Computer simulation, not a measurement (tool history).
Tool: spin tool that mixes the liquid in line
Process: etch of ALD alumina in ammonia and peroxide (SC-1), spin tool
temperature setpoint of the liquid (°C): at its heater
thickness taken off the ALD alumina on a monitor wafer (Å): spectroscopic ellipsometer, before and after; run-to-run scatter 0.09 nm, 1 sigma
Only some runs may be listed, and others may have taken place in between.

| run | hour | temperature setpoint of the liquid (°C) | parts of 29 % ammonia solution to one part of 30 % peroxide (parts by volume) | time under the liquid (s) | thickness taken off the ALD alumina on a monitor wafer (Å) |
|---|---|---|---|---|---|
| 1 | 0 | 55 | 0.45 | 300 | 182.16 |
| 2 | 5.6 | 55 | 0.45 | 300 | 182.64 |
| 3 | 12.3 | 55 | 0.45 | 320 | 194.15 |
| 4 | 16.8 | 54 | 0.45 | 320 | 183.67 |
| 5 | 21.4 | 53.5 | 0.45 | 320 | 179.99 |
| 6 | 27.9 | 53.5 | 0.3 | 320 | 173.26 |

Expected results for the next run?
| 7 | 29.4 | 53 | 0.3 | 320 | ? |

Run 7 measured thickness taken off the ALD alumina on a monitor wafer (Å) 168.2.

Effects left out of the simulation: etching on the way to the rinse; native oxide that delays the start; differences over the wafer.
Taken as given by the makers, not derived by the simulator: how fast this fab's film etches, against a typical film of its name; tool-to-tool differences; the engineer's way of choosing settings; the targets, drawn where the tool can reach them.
